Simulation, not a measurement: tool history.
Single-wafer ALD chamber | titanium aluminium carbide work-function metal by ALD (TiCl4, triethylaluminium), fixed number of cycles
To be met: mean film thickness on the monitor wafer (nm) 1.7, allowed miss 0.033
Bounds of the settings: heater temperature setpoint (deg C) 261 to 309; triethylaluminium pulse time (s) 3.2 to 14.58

run,hour,heater temperature setpoint (deg C),triethylaluminium pulse time (s),mean film thickness on the monitor wafer (nm)
1,0,285,8.89,1.8267
2,2.7,283,8.67,1.8255
3,4.5,280,8.22,1.7645
4,9.4,279,8.13,1.7396
5,14.9,269,8.13,1.6618
6,15.8,261,8.13,1.5903
7,16.7,263,8.28,1.6139
8,19.5,265,8.4,1.6412
9,23.1,266,8.48,1.6465

Which of these 5 next moves meets every target?
A,26.7,261,8.9,?
B,26.7,262,8.72,?
C,26.7,261,9.22,?
D,26.7,268,6.65,?
E,26.7,264,11.28,?

move,mean film thickness on the monitor wafer (nm)
A,1.6109
B,1.6143
C,1.6202
D,1.5584
E,1.6877
A: further off than the last run
B: further off than the last run
C: further off than the last run
D: further off than the last run
E: meets every target
Move E is the one to make.

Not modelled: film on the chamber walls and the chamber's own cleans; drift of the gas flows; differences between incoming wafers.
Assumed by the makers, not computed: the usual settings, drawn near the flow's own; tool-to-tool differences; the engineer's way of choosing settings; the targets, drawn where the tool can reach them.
